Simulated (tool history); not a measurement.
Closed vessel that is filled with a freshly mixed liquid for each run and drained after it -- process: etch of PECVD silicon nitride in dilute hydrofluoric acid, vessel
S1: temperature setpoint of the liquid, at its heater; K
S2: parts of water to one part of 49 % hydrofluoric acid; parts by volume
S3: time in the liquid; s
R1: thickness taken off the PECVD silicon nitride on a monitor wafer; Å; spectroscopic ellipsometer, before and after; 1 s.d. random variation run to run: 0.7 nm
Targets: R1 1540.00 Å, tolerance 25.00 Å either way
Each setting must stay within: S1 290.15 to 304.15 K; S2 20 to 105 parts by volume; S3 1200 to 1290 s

run  hour      S1  S2    S3       R1
  1   0.0  296.15  55  1200   891.55
  2   1.5  296.15  55  1200   892.87
  3   5.3  296.15  65  1200   757.99
  4  13.6  297.65  65  1200   842.25
  5  19.0  299.15  65  1200   934.32
  6  25.6  300.15  65  1200   986.86
  7  34.0  301.15  65  1200  1050.40
  8  42.1  301.65  65  1200  1093.80
  9  44.3  304.15  55  1200  1506.80

Which single option among these 5 for the next run brings every result within its allowed miss of target? Just one does.
  A  46.5  304.15  60  1275   ?
  B  46.5  302.15  50  1200   ?
  C  46.5  304.15  55  1215   ?
  D  46.5  301.65  50  1205   ?
  E  46.5  303.15  55  1260   ?

move       R1
   A  1488.60
   B  1476.00
   C  1546.80
   D  1434.70
   E  1504.50
A: lands further from the targets than the last run did
B: lands further from the targets than the last run did
C: every result within its allowed miss
D: lands further from the targets than the last run did
E: lands further from the targets than the last run did
C meets every target.
